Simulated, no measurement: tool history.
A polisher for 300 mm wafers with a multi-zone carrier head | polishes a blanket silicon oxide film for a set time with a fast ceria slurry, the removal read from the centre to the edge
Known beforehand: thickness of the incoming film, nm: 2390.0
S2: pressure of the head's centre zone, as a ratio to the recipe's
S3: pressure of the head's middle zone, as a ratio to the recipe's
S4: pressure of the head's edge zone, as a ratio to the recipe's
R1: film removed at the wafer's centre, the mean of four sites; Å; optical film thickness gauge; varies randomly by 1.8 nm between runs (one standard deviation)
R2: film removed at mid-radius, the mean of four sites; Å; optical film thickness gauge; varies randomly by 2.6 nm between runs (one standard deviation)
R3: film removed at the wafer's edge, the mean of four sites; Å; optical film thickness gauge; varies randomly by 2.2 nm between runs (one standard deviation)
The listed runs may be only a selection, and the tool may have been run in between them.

{"run": 1, "day": 0.0, "flow of slurry (ml/min)": 265, "S2": 1.0, "S3": 1.0, "S4": 1.0, "polishing time (s)": 37, "R1": 3873.4, "R2": 3835.5, "R3": 3795.9}
{"run": 2, "day": 0.292, "flow of slurry (ml/min)": 265, "S2": 1.0, "S3": 1.05, "S4": 1.0, "polishing time (s)": 37, "R1": 3916.6, "R2": 4032.6, "R3": 3864.6}
{"run": 3, "day": 0.646, "flow of slurry (ml/min)": 245, "S2": 0.94, "S3": 0.99, "S4": 1.04, "polishing time (s)": 31, "R1": 2960.1, "R2": 3168.8, "R3": 3219.9}
{"run": 4, "day": 0.867, "flow of slurry (ml/min)": 230, "S2": 0.9, "S3": 0.94, "S4": 1.05, "polishing time (s)": 28, "R1": 2535.9, "R2": 2753.4, "R3": 2954.6}
{"run": 5, "day": 1.121, "flow of slurry (ml/min)": 230, "S2": 0.9, "S3": 0.94, "S4": 0.97, "polishing time (s)": 28, "R1": 2605.5, "R2": 2743.7, "R3": 2820.4}
{"run": 6, "day": 1.396, "flow of slurry (ml/min)": 230, "S2": 0.9, "S3": 0.94, "S4": 0.97, "polishing time (s)": 31, "R1": 2858.1, "R2": 3063.8, "R3": 3114.9}
{"run": 7, "day": 1.567, "flow of slurry (ml/min)": 220, "S2": 0.87, "S3": 0.9, "S4": 0.99, "polishing time (s)": 28, "R1": 2500.5, "R2": 2589.0, "R3": 2874.8}
{"run": 8, "day": 1.629, "flow of slurry (ml/min)": 210, "S2": 0.85, "S3": 0.89, "S4": 1.0, "polishing time (s)": 26, "R1": 2240.9, "R2": 2442.1, "R3": 2663.1}
{"run": 9, "day": 1.854, "flow of slurry (ml/min)": 200, "S2": 0.84, "S3": 0.87, "S4": 1.01, "polishing time (s)": 25, "R1": 2093.4, "R2": 2254.5, "R3": 2562.3}
{"run": 10, "day": 1.912, "flow of slurry (ml/min)": 190, "S2": 0.83, "S3": 0.86, "S4": 1.01, "polishing time (s)": 24, "R1": 1957.6, "R2": 2124.4, "R3": 2401.7}
{"run": 11, "day": 2.092, "flow of slurry (ml/min)": 180, "S2": 0.82, "S3": 0.85, "S4": 1.02, "polishing time (s)": 24, "R1": 1933.7, "R2": 2071.1, "R3": 2394.3}
{"run": 12, "day": 2.129, "flow of slurry (ml/min)": 175, "S2": 0.82, "S3": 0.85, "S4": 1.03, "polishing time (s)": 24, "R1": 1918.9, "R2": 2050.9, "R3": 2415.9}
{"run": 13, "day": 2.396, "flow of slurry (ml/min)": 170, "S2": 0.82, "S3": 0.85, "S4": 1.03, "polishing time (s)": 24, "R1": 1929.4, "R2": 2016.2, "R3": 2386.6}
{"run": 14, "day": 2.45, "flow of slurry (ml/min)": 175, "S2": 0.82, "S3": 0.86, "S4": 1.04, "polishing time (s)": 24, "R1": 1933.6, "R2": 2103.5, "R3": 2416.8}
{"run": 15, "day": 2.479, "flow of slurry (ml/min)": 175, "S2": 0.82, "S3": 0.86, "S4": 1.05, "polishing time (s)": 24, "R1": 1897.3, "R2": 2096.9, "R3": 2424.3}

Run 16, settings as shown, results not yet in. Your forecast:
{"run": 16, "day": 2.696, "flow of slurry (ml/min)": 170, "S2": 0.82, "S3": 0.86, "S4": 1.05, "polishing time (s)": 24, "R1": "?", "R2": "?", "R3": "?"}

R1: 1948.9 Å
R2: 2031.3 Å
R3: 2420.3 Å
